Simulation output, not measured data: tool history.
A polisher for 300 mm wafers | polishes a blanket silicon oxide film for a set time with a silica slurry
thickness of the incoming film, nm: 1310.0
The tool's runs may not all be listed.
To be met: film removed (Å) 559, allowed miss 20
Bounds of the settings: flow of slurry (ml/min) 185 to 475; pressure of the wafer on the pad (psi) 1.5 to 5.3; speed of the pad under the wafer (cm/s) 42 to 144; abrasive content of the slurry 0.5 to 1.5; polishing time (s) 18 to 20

run    day  flow of slurry (ml/min)  pressure of the wafer on the pad (psi)  speed of the pad under the wafer (cm/s)  abrasive content of the slurry  polishing time (s)  film removed (Å)
  1      0                      305                                     3.4                                       92                               1                  20            434.07
  2  0.112                      305                                     3.5                                       92                               1                  20            447.78
  3  0.438                      305                                     3.6                                       92                               1                  20            459.09
  4  0.629                      305                                     3.7                                       92                               1                  20            472.08
  5  0.896                      305                                     3.8                                       92                               1                  20            475.63
  6  0.971                      305                                     3.9                                       92                               1                  20            487.17
  7    1.1                      305                                       4                                       92                               1                  20             496.5
  8  1.371                      305                                     4.1                                       92                               1                  20             515.8
  9  1.529                      305                                     4.3                                       92                               1                  20            527.84

Which of these 4 next moves meets every target?
  A  1.688                      290                                     5.3                                       84                            0.95                  18                 ?
  B  1.688                      240                                     4.5                                       96                             1.1                  18                 ?
  C  1.688                      315                                     4.7                                       80                            1.05                  19                 ?
  D  1.688                      325                                     4.4                                      100                             0.9                  20                 ?

move  film removed (Å)
   A            527.53
   B            518.37
   C            504.85
   D            560.29
A: as far off as the last run
B: further off than the last run
C: further off than the last run
D: meets every target
Move D is the one to make.
